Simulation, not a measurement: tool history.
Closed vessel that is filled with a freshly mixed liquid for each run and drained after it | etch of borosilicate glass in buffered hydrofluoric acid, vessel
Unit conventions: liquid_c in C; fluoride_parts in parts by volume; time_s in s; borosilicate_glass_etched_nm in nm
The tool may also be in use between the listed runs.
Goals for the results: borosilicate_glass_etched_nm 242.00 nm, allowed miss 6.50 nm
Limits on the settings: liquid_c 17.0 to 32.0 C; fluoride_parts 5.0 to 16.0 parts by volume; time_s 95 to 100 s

run	hour	liquid_c	fluoride_parts	time_s	borosilicate_glass_etched_nm
1	0.0	24.0	9.5	95	115.44
2	1.5	24.0	9.5	95	115.33
3	10.4	26.0	8.5	95	142.12
4	11.2	27.5	8.0	95	162.94
5	15.3	27.5	8.0	100	171.30
6	23.9	28.5	7.5	100	194.56
7	31.1	32.0	7.5	100	233.26
8	33.3	32.0	7.0	100	250.05

Exercise: of the 4 proposed moves below, exactly one satisfies all targets within the stated allowed misses. Which move is it?
A	35.5	31.5	7.0	100	?
B	35.5	32.0	6.5	100	?
C	35.5	26.5	5.0	100	?
D	35.5	31.5	6.0	95	?

move	borosilicate_glass_etched_nm
A	243.97
B	267.30
C	254.30
D	265.87
A: every result within its allowed miss
B: the biggest miss grows against the last run
C: the biggest miss grows against the last run
D: the biggest miss grows against the last run
The right move is A.
